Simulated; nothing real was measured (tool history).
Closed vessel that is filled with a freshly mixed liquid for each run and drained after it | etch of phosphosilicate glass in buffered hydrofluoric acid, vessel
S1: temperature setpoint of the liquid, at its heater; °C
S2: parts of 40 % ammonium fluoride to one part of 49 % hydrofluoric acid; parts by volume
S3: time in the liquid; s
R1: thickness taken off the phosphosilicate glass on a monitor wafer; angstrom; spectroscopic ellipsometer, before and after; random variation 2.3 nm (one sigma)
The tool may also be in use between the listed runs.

Run 1, day 0.000: S1 24.0 °C, S2 14.5 parts by volume, S3 85 s. Result: R1 4815.8 angstrom.
Run 2, day 0.267: S1 25.5 °C, S2 14.5 parts by volume, S3 85 s. Result: R1 5264.8 angstrom.
Run 3, day 0.608: S1 25.5 °C, S2 14.5 parts by volume, S3 90 s. Result: R1 5582.5 angstrom.
Run 4, day 0.775: S1 23.0 °C, S2 14.5 parts by volume, S3 90 s. Result: R1 4798.9 angstrom.
Run 5, day 1.133: S1 23.0 °C, S2 12.0 parts by volume, S3 90 s. Result: R1 5836.4 angstrom.
Run 6, day 1.158: S1 19.5 °C, S2 12.0 parts by volume, S3 90 s. Result: R1 4813.3 angstrom.
Run 7, day 1.192: S1 19.0 °C, S2 12.5 parts by volume, S3 90 s. Result: R1 4489.1 angstrom.
Run 8, day 1.450: S1 18.5 °C, S2 13.0 parts by volume, S3 90 s. Result: R1 4198.3 angstrom.
Run 9, day 1.588: S1 18.0 °C, S2 13.5 parts by volume, S3 90 s. Result: R1 3953.7 angstrom.

Run 10 comes next. What will it give?
Run 10, day 1.812: S1 17.5 °C, S2 13.5 parts by volume, S3 90 s. Result: R1 ?.

{"run 10": {"R1": 3820.2}}
